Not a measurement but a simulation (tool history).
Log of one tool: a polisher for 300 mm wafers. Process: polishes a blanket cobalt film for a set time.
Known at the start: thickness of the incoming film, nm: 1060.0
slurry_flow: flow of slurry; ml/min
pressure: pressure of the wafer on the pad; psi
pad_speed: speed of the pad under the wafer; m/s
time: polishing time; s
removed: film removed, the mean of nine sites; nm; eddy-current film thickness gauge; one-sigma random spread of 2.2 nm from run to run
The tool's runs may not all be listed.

Run 1, hour 0: slurry_flow 235 ml/min, pressure 1.7 psi, pad_speed 1.16 m/s, time 93 s. Result: removed 495.93 nm.
Run 2, hour 2.8: slurry_flow 230 ml/min, pressure 1.5 psi, pad_speed 1.16 m/s, time 93 s. Result: removed 441.96 nm.
Run 3, hour 11.5: slurry_flow 230 ml/min, pressure 1.4 psi, pad_speed 1.16 m/s, time 93 s. Result: removed 420.55 nm.
Run 4, hour 17.1: slurry_flow 200 ml/min, pressure 1.4 psi, pad_speed 1.16 m/s, time 93 s. Result: removed 414.39 nm.
Run 5, hour 22.6: slurry_flow 160 ml/min, pressure 1.4 psi, pad_speed 1.16 m/s, time 93 s. Result: removed 396.37 nm.
Run 6, hour 27.2: slurry_flow 160 ml/min, pressure 1.6 psi, pad_speed 1.16 m/s, time 93 s. Result: removed 441.04 nm.
Run 7, hour 31.1: slurry_flow 155 ml/min, pressure 1.5 psi, pad_speed 1.16 m/s, time 93 s. Result: removed 413.91 nm.

For run 8, what comes out?
Run 8, hour 33.4: slurry_flow 150 ml/min, pressure 1.4 psi, pad_speed 1.16 m/s, time 93 s. Result: removed ?.

removed: 391.72 nm

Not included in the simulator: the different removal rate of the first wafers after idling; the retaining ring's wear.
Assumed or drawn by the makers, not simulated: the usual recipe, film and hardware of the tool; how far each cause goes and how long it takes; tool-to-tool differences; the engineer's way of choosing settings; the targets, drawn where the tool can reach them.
